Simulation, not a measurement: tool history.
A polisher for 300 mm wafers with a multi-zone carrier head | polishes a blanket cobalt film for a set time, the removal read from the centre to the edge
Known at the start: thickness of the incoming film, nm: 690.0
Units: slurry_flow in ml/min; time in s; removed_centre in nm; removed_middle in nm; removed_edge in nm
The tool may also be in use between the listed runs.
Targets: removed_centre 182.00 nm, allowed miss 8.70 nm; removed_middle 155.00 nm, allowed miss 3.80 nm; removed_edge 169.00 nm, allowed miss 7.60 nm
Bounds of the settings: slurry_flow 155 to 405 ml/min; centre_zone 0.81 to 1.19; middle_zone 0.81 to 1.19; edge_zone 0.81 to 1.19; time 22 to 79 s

run	day	slurry_flow	centre_zone	middle_zone	edge_zone	time	removed_centre	removed_middle	removed_edge
1	0.000	260	1.00	1.00	1.00	50	236.76	237.10	228.91
2	0.238	250	1.00	0.94	0.97	46	216.69	207.56	210.71
3	0.575	250	1.00	0.98	0.97	46	217.25	216.35	207.37
4	0.825	215	1.00	0.98	0.97	46	216.77	210.75	205.65
5	1.075	215	1.00	0.98	1.03	46	212.81	212.27	210.51
6	1.154	215	1.00	0.98	1.11	46	216.08	211.27	219.62
7	1.396	210	1.02	0.94	1.07	43	204.40	191.73	197.62
8	1.625	205	1.02	0.90	1.06	41	192.80	173.68	186.29
9	1.667	200	1.02	0.88	1.03	40	189.18	164.47	181.70
10	1.854	195	1.02	0.88	1.01	39	180.28	159.45	176.03
11	1.975	190	1.03	0.88	1.00	39	180.09	159.86	173.66

Which of these 4 next moves meets every target?
A	2.096	165	1.01	0.91	1.17	40	?	?	?
B	2.096	240	1.11	0.91	1.10	36	?	?	?
C	2.096	200	1.08	0.91	1.01	39	?	?	?
D	2.096	180	1.05	0.92	0.99	40	?	?	?

move	removed_centre	removed_middle	removed_edge
A	177.40	163.60	184.51
B	185.91	156.94	169.05
C	190.79	165.44	172.54
D	187.03	167.99	172.95
A: further off than the last run
B: meets every target
C: further off than the last run
D: further off than the last run
Answer: B
